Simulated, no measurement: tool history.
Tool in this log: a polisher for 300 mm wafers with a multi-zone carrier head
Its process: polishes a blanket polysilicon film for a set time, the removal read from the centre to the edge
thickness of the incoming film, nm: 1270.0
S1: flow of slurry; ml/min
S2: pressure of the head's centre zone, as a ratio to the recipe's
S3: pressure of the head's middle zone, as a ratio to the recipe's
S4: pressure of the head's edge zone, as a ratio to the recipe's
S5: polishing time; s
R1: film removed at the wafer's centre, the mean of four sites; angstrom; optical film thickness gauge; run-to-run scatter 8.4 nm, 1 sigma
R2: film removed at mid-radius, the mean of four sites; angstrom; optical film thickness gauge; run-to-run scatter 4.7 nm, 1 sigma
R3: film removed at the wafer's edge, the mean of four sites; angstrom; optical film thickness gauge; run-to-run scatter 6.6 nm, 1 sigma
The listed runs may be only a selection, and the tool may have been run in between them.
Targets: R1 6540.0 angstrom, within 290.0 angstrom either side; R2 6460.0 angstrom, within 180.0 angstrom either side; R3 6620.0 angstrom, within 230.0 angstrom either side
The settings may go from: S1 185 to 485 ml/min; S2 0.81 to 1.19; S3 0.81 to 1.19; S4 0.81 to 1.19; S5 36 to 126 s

Run 1, hour 0.0: S1 310 ml/min, S2 1.00, S3 1.00, S4 1.00, S5 81 s. Result: R1 5153.7 angstrom, R2 5117.0 angstrom, R3 5313.3 angstrom.
Run 2, hour 1.7: S1 315 ml/min, S2 1.01, S3 1.01, S4 1.02, S5 83 s. Result: R1 5480.3 angstrom, R2 5231.0 angstrom, R3 5534.4 angstrom.
Run 3, hour 4.7: S1 315 ml/min, S2 1.01, S3 0.97, S4 1.02, S5 83 s. Result: R1 5395.9 angstrom, R2 5086.3 angstrom, R3 5500.8 angstrom.
Run 4, hour 10.1: S1 315 ml/min, S2 0.95, S3 0.97, S4 1.02, S5 83 s. Result: R1 5036.0 angstrom, R2 5085.6 angstrom, R3 5560.0 angstrom.
Run 5, hour 10.8: S1 320 ml/min, S2 0.96, S3 0.99, S4 1.03, S5 84 s. Result: R1 5169.8 angstrom, R2 5262.5 angstrom, R3 5609.0 angstrom.
Run 6, hour 17.0: S1 320 ml/min, S2 0.96, S3 0.99, S4 1.07, S5 84 s. Result: R1 5199.2 angstrom, R2 5227.0 angstrom, R3 5796.9 angstrom.
Run 7, hour 20.9: S1 325 ml/min, S2 0.97, S3 1.01, S4 1.08, S5 85 s. Result: R1 5368.1 angstrom, R2 5440.2 angstrom, R3 5828.4 angstrom.
Run 8, hour 23.5: S1 325 ml/min, S2 0.98, S3 1.02, S4 1.09, S5 86 s. Result: R1 5494.4 angstrom, R2 5440.6 angstrom, R3 5730.8 angstrom.
Run 9, hour 28.8: S1 360 ml/min, S2 0.99, S3 1.05, S4 1.10, S5 101 s. Result: R1 6560.4 angstrom, R2 6694.4 angstrom, R3 6842.6 angstrom.

Consider the 4 candidate settings below. Which is the only one whose results all fall within their allowed miss of target?
Run A, hour 34.1: S1 390 ml/min, S2 1.05, S3 1.06, S4 1.12, S5 96 s. Result: R1 ?, R2 ?, R3 ?.
Run B, hour 34.1: S1 390 ml/min, S2 0.93, S3 0.91, S4 1.09, S5 103 s. Result: R1 ?, R2 ?, R3 ?.
Run C, hour 34.1: S1 310 ml/min, S2 0.91, S3 0.95, S4 1.02, S5 110 s. Result: R1 ?, R2 ?, R3 ?.
Run D, hour 34.1: S1 370 ml/min, S2 0.95, S3 1.10, S4 1.11, S5 101 s. Result: R1 ?, R2 ?, R3 ?.

move      R1      R2      R3
   A  6530.4  6377.1  6623.5
   B  6367.2  6048.7  7041.7
   C  6538.1  6551.7  7207.6
   D  6323.7  6889.7  6915.7
A: meets every target
B: takes the result that was furthest off past its target
C: the furthest-off result lands on target, but another misses its tolerance
D: its largest miss is bigger than the last run's
The right move is A.
